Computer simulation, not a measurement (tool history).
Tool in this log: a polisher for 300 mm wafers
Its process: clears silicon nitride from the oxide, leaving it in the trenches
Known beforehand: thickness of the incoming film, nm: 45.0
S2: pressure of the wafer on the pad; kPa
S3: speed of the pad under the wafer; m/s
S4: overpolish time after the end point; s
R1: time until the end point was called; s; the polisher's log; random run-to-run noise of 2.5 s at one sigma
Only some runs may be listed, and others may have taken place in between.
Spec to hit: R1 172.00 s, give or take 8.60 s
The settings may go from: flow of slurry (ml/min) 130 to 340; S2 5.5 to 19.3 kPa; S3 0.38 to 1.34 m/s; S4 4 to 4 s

Run 1, hour 0.0: flow of slurry (ml/min) 220, S2 12.4 kPa, S3 0.86 m/s, S4 4 s. Result: R1 101.10 s.
Run 2, hour 8.4: flow of slurry (ml/min) 220, S2 11.0 kPa, S3 0.84 m/s, S4 4 s. Result: R1 110.61 s.
Run 3, hour 16.8: flow of slurry (ml/min) 220, S2 11.0 kPa, S3 0.72 m/s, S4 4 s. Result: R1 129.23 s.
Run 4, hour 23.4: flow of slurry (ml/min) 220, S2 10.3 kPa, S3 0.72 m/s, S4 4 s. Result: R1 134.70 s.
Run 5, hour 26.9: flow of slurry (ml/min) 220, S2 10.3 kPa, S3 0.72 m/s, S4 4 s. Result: R1 133.14 s.
Run 6, hour 32.7: flow of slurry (ml/min) 260, S2 10.3 kPa, S3 0.72 m/s, S4 4 s. Result: R1 133.37 s.
Run 7, hour 39.3: flow of slurry (ml/min) 260, S2 9.7 kPa, S3 0.72 m/s, S4 4 s. Result: R1 141.32 s.
Run 8, hour 46.3: flow of slurry (ml/min) 260, S2 9.0 kPa, S3 0.72 m/s, S4 4 s. Result: R1 152.21 s.

Exercise: of the 5 proposed moves below, exactly one satisfies all targets within the stated allowed misses. Which move is it?
Run A, hour 53.3: flow of slurry (ml/min) 240, S2 10.3 kPa, S3 0.70 m/s, S4 4 s. Result: R1 ?.
Run B, hour 53.3: flow of slurry (ml/min) 280, S2 9.7 kPa, S3 0.66 m/s, S4 4 s. Result: R1 ?.
Run C, hour 53.3: flow of slurry (ml/min) 265, S2 9.0 kPa, S3 0.80 m/s, S4 4 s. Result: R1 ?.
Run D, hour 53.3: flow of slurry (ml/min) 265, S2 9.7 kPa, S3 0.58 m/s, S4 4 s. Result: R1 ?.
Run E, hour 53.3: flow of slurry (ml/min) 260, S2 11.7 kPa, S3 0.62 m/s, S4 4 s. Result: R1 ?.

move      R1
   A  135.91
   B  149.98
   C  137.86
   D  167.56
   E  131.90
A: moves away from the targets compared with the last run
B: moves away from the targets compared with the last run
C: moves away from the targets compared with the last run
D: all results in spec
E: moves away from the targets compared with the last run
Go with D: it meets all targets.
